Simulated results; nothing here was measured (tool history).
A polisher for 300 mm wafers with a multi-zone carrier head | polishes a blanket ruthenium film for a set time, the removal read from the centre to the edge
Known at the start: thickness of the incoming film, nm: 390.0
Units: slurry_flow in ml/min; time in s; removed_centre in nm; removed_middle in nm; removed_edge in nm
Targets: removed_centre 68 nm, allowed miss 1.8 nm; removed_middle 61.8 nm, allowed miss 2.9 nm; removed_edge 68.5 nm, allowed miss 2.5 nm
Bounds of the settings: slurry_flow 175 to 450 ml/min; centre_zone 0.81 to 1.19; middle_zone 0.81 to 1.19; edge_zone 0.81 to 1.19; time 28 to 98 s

| run | hour | slurry_flow | centre_zone | middle_zone | edge_zone | time | removed_centre | removed_middle | removed_edge |
|---|---|---|---|---|---|---|---|---|---|
| 1 | 0 | 290 | 1 | 1 | 1 | 63 | 100.54 | 100.28 | 100.53 |
| 2 | 1.2 | 290 | 1.05 | 1 | 1 | 63 | 106.26 | 99.985 | 99.487 |
| 3 | 8 | 285 | 1.02 | 0.96 | 0.98 | 57 | 93.953 | 87.015 | 89.07 |
| 4 | 12.1 | 280 | 0.99 | 0.92 | 0.96 | 53 | 82.821 | 78.639 | 81.631 |
| 5 | 15.6 | 280 | 0.99 | 0.87 | 0.96 | 53 | 83.226 | 75.063 | 81.652 |
| 6 | 21.9 | 275 | 0.98 | 0.85 | 0.95 | 51 | 79.316 | 70.897 | 78.426 |
| 7 | 27.3 | 265 | 0.97 | 0.84 | 0.93 | 49 | 75.477 | 68.917 | 74.6 |
| 8 | 29.9 | 265 | 0.97 | 0.83 | 0.93 | 48 | 74.056 | 64.481 | 74.536 |
| 9 | 30.7 | 265 | 0.96 | 0.83 | 0.91 | 47 | 70.906 | 64.115 | 71.163 |
| 10 | 36.9 | 260 | 0.96 | 0.82 | 0.9 | 47 | 70.588 | 62.117 | 70.62 |
| 11 | 44.4 | 255 | 0.96 | 0.83 | 0.89 | 47 | 71.27 | 62.728 | 71.426 |
| 12 | 53 | 260 | 0.95 | 0.84 | 0.88 | 47 | 70.773 | 63.411 | 69.144 |

Which of these 4 next moves meets every target?
| A | 61.6 | 195 | 1.08 | 0.82 | 0.87 | 47 | ? | ? | ? |
| B | 61.6 | 305 | 1.02 | 0.83 | 0.82 | 45 | ? | ? | ? |
| C | 61.6 | 270 | 1.02 | 0.84 | 0.82 | 46 | ? | ? | ? |
| D | 61.6 | 225 | 0.91 | 0.81 | 0.81 | 48 | ? | ? | ? |

| move | removed_centre | removed_middle | removed_edge |
|---|---|---|---|
| A | 76.818 | 60.036 | 68.344 |
| B | 74.345 | 61.738 | 67.127 |
| C | 74.869 | 62.875 | 67.909 |
| D | 67.758 | 62.194 | 69.327 |
A: further off than the last run
B: further off than the last run
C: further off than the last run
D: meets every target
Answer: D
